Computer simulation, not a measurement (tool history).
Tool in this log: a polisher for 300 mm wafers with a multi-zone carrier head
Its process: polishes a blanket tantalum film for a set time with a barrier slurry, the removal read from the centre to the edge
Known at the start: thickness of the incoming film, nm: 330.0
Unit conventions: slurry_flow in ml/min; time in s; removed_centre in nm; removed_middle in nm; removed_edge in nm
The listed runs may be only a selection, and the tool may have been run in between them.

{"run": 1, "hour": 0.0, "slurry_flow": 125, "centre_zone": 1.0, "middle_zone": 1.0, "edge_zone": 1.0, "slurry_solids": 1.0, "time": 52, "removed_centre": 96.723, "removed_middle": 96.408, "removed_edge": 97.787}
{"run": 2, "hour": 5.6, "slurry_flow": 125, "centre_zone": 1.0, "middle_zone": 1.05, "edge_zone": 1.0, "slurry_solids": 1.0, "time": 52, "removed_centre": 95.77, "removed_middle": 101.31, "removed_edge": 98.946}
{"run": 3, "hour": 10.6, "slurry_flow": 125, "centre_zone": 1.0, "middle_zone": 1.05, "edge_zone": 0.98, "slurry_solids": 0.95, "time": 49, "removed_centre": 88.267, "removed_middle": 93.613, "removed_edge": 89.016}
{"run": 4, "hour": 18.8, "slurry_flow": 125, "centre_zone": 1.0, "middle_zone": 1.04, "edge_zone": 0.96, "slurry_solids": 0.9, "time": 48, "removed_centre": 85.588, "removed_middle": 89.796, "removed_edge": 86.434}
{"run": 5, "hour": 19.9, "slurry_flow": 140, "centre_zone": 1.0, "middle_zone": 1.04, "edge_zone": 0.96, "slurry_solids": 0.9, "time": 48, "removed_centre": 88.26, "removed_middle": 92.944, "removed_edge": 87.972}
{"run": 6, "hour": 21.6, "slurry_flow": 140, "centre_zone": 1.0, "middle_zone": 1.04, "edge_zone": 0.94, "slurry_solids": 0.85, "time": 46, "removed_centre": 83.166, "removed_middle": 88.263, "removed_edge": 81.834}

Run 7 comes next. What will it give?
{"run": 7, "hour": 25.0, "slurry_flow": 140, "centre_zone": 1.0, "middle_zone": 1.04, "edge_zone": 0.93, "slurry_solids": 0.8, "time": 44, "removed_centre": "?", "removed_middle": "?", "removed_edge": "?"}

removed_centre: 77.858 nm
removed_middle: 81.250 nm
removed_edge: 76.235 nm
